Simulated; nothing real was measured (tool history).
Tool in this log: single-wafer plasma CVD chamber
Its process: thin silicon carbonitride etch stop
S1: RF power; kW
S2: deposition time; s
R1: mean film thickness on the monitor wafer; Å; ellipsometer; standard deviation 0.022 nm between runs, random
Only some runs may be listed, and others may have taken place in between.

run  hour     S1    S2      R1
  1     0  0.155  25.7  139.11
  2   4.5  0.155  23.5  126.87
  3   7.7  0.145  23.2  123.64
  4  15.9   0.14  22.9  121.61
  5  19.2  0.135  22.6  119.19
     24.6  -- RF generator calibrated
  6  24.6  0.145  22.6  122.18

Run 7 has not been measured yet. What should we expect?
  7  27.3  0.14  22.3   ?

{"run 7": {"R1": 119.75}}

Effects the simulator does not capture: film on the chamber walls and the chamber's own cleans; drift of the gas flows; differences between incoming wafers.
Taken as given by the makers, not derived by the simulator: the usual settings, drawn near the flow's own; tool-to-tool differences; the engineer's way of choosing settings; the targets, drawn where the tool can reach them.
